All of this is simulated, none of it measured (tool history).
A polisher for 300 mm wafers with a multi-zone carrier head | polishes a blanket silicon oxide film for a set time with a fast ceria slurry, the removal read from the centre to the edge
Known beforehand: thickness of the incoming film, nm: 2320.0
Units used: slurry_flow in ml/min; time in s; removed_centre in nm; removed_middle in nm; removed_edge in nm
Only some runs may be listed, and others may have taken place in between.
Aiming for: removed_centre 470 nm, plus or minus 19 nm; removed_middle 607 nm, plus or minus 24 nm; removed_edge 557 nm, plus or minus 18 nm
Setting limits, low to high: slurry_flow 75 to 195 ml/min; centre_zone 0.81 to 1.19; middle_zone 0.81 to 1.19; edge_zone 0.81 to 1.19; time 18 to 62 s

Run 1, hour 0: slurry_flow 125 ml/min, centre_zone 1, middle_zone 1, edge_zone 1, time 40 s. Result: removed_centre 792.76 nm, removed_middle 788.98 nm, removed_edge 783.48 nm.
Run 2, hour 2: slurry_flow 125 ml/min, centre_zone 0.95, middle_zone 1, edge_zone 1, time 40 s. Result: removed_centre 757.5 nm, removed_middle 777.05 nm, removed_edge 781.61 nm.
Run 3, hour 6.5: slurry_flow 125 ml/min, centre_zone 0.92, middle_zone 1, edge_zone 1, time 40 s. Result: removed_centre 735.93 nm, removed_middle 787.37 nm, removed_edge 789.4 nm.
Run 4, hour 11.7: slurry_flow 120 ml/min, centre_zone 0.9, middle_zone 1.01, edge_zone 0.99, time 39 s. Result: removed_centre 693.94 nm, removed_middle 761.46 nm, removed_edge 759.98 nm.
Run 5, hour 16.1: slurry_flow 120 ml/min, centre_zone 0.9, middle_zone 1.01, edge_zone 0.95, time 39 s. Result: removed_centre 675.68 nm, removed_middle 755.63 nm, removed_edge 748.64 nm.
Run 6, hour 25: slurry_flow 95 ml/min, centre_zone 0.9, middle_zone 1.01, edge_zone 0.95, time 39 s. Result: removed_centre 620.69 nm, removed_middle 719.24 nm, removed_edge 706.22 nm.
Run 7, hour 30.8: slurry_flow 95 ml/min, centre_zone 0.9, middle_zone 1.02, edge_zone 0.94, time 38 s. Result: removed_centre 609.96 nm, removed_middle 680.18 nm, removed_edge 692.89 nm.
Run 8, hour 38.9: slurry_flow 95 ml/min, centre_zone 0.89, middle_zone 1.04, edge_zone 0.92, time 37 s. Result: removed_centre 584.86 nm, removed_middle 691.22 nm, removed_edge 658.53 nm.
Run 9, hour 43.6: slurry_flow 95 ml/min, centre_zone 0.88, middle_zone 1.04, edge_zone 0.91, time 36 s. Result: removed_centre 561.58 nm, removed_middle 661.37 nm, removed_edge 646.84 nm.
Run 10, hour 51.6: slurry_flow 95 ml/min, centre_zone 0.88, middle_zone 1.05, edge_zone 0.9, time 36 s. Result: removed_centre 573.52 nm, removed_middle 667.96 nm, removed_edge 641.97 nm.
Run 11, hour 60.5: slurry_flow 95 ml/min, centre_zone 0.87, middle_zone 1.06, edge_zone 0.89, time 36 s. Result: removed_centre 562.21 nm, removed_middle 681.79 nm, removed_edge 627.12 nm.
Run 12, hour 67.9: slurry_flow 95 ml/min, centre_zone 0.86, middle_zone 1.06, edge_zone 0.88, time 36 s. Result: removed_centre 556.84 nm, removed_middle 666.28 nm, removed_edge 629 nm.
Run 13, hour 72.2: slurry_flow 90 ml/min, centre_zone 0.85, middle_zone 1.06, edge_zone 0.87, time 36 s. Result: removed_centre 537.01 nm, removed_middle 662.27 nm, removed_edge 609.43 nm.
Run 14, hour 75.5: slurry_flow 90 ml/min, centre_zone 0.84, middle_zone 1.06, edge_zone 0.87, time 36 s. Result: removed_centre 524.52 nm, removed_middle 676.84 nm, removed_edge 624.81 nm.
Run 15, hour 77.7: slurry_flow 90 ml/min, centre_zone 0.84, middle_zone 1.06, edge_zone 0.86, time 36 s. Result: removed_centre 535.3 nm, removed_middle 659.31 nm, removed_edge 625.34 nm.

5 candidate next runs follow, results not yet known. Just one meets every target within its allowed miss. Identify it.
Run A, hour 79.9: slurry_flow 95 ml/min, centre_zone 0.9, middle_zone 1.18, edge_zone 1.02, time 32 s. Result: removed_centre ?, removed_middle ?, removed_edge ?.
Run B, hour 79.9: slurry_flow 95 ml/min, centre_zone 0.92, middle_zone 1.16, edge_zone 0.88, time 32 s. Result: removed_centre ?, removed_middle ?, removed_edge ?.
Run C, hour 79.9: slurry_flow 100 ml/min, centre_zone 0.81, middle_zone 1.04, edge_zone 0.84, time 32 s. Result: removed_centre ?, removed_middle ?, removed_edge ?.
Run D, hour 79.9: slurry_flow 85 ml/min, centre_zone 0.85, middle_zone 1.05, edge_zone 0.81, time 37 s. Result: removed_centre ?, removed_middle ?, removed_edge ?.
Run E, hour 79.9: slurry_flow 100 ml/min, centre_zone 0.85, middle_zone 1.05, edge_zone 0.85, time 35 s. Result: removed_centre ?, removed_middle ?, removed_edge ?.

move  removed_centre  removed_middle  removed_edge
   A           514.9          655.05        604.37
   B          526.36          645.51        563.97
   C          471.72          598.33        559.49
   D          535.46          658.38         612.9
   E           541.7          659.62        615.09
A: moves toward the targets from the last run without getting all of them in spec
B: the worst result of the last run now meets its target, but another is out of spec
C: meets every target
D: moves toward the targets from the last run without getting all of them in spec
E: about as far from the targets as the last run
So the answer is move C, the one that meets all the targets.

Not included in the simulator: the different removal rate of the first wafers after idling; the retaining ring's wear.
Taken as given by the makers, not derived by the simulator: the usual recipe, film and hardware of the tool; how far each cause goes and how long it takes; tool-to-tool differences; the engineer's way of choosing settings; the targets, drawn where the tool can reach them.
